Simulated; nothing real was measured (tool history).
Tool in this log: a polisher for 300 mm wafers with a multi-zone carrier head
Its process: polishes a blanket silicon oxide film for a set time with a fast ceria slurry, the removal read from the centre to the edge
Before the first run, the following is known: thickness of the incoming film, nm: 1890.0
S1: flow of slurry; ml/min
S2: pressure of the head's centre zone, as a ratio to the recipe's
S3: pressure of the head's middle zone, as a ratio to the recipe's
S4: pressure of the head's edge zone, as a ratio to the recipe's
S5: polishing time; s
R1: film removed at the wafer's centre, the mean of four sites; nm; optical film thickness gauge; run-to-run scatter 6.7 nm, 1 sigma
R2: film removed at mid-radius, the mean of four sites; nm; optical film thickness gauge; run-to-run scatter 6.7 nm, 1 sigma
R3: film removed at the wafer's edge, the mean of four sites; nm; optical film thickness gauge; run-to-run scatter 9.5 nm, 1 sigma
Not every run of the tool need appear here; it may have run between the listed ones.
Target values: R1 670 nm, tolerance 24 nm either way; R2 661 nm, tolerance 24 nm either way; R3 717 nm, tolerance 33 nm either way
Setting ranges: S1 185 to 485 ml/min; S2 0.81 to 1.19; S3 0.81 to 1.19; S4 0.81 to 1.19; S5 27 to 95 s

run 1 hour=0 | S1=310 S2=1 S3=1 S4=1 S5=61 | R1=793.58 R2=800.38 R3=785.55
run 2 hour=4.5 | S1=310 S2=1.05 S3=1 S4=1 S5=61 | R1=839.72 R2=792.26 R3=811.3
run 3 hour=7 | S1=310 S2=1.05 S3=1 S4=1.08 S5=61 | R1=837 R2=798.77 R3=805.98
run 4 hour=9 | S1=305 S2=1.03 S3=0.98 S4=1.08 S5=60 | R1=805.28 R2=782.14 R3=826.38
run 5 hour=13.9 | S1=305 S2=1.02 S3=0.97 S4=1.07 S5=58 | R1=762.74 R2=743.21 R3=778.71
run 6 hour=16.8 | S1=305 S2=1.02 S3=0.97 S4=1.07 S5=64 | R1=852.38 R2=834.72 R3=872.16
run 7 hour=20.7 | S1=305 S2=1.01 S3=0.96 S4=1.06 S5=62 | R1=814.35 R2=803.01 R3=839.69
run 8 hour=24.8 | S1=305 S2=1.01 S3=0.95 S4=1.06 S5=60 | R1=787.08 R2=767.58 R3=805.27
run 9 hour=25.9 | S1=305 S2=1 S3=0.93 S4=1.05 S5=59 | R1=771.21 R2=734.89 R3=783.17

Pick the move, out of 5, that brings all results within their allowed miss; only one does.
run A hour=27 | S1=400 S2=1.12 S3=0.95 S4=1 S5=51 | R1=? R2=? R3=?
run B hour=27 | S1=255 S2=1.02 S3=0.86 S4=1.14 S5=56 | R1=? R2=? R3=?
run C hour=27 | S1=325 S2=0.82 S3=0.96 S4=1.03 S5=66 | R1=? R2=? R3=?
run D hour=27 | S1=295 S2=0.95 S3=0.93 S4=1.08 S5=54 | R1=? R2=? R3=?
run E hour=27 | S1=320 S2=0.81 S3=1.02 S4=1.12 S5=59 | R1=? R2=? R3=?

move=A R1=782.27 R2=662.56 R3=680.42
move=B R1=742.74 R2=639.92 R3=770.87
move=C R1=724.75 R2=850.68 R3=880.68
move=D R1=680.11 R2=670.43 R3=732.27
move=E R1=639.09 R2=799.02 R3=819.33
A: its largest miss is bigger than the last run's
B: gains on the last run, yet a result remains outside its allowed miss
C: its largest miss is bigger than the last run's
D: each result inside its tolerance
E: takes the biggest miss from the last run beyond its target
Answer: D
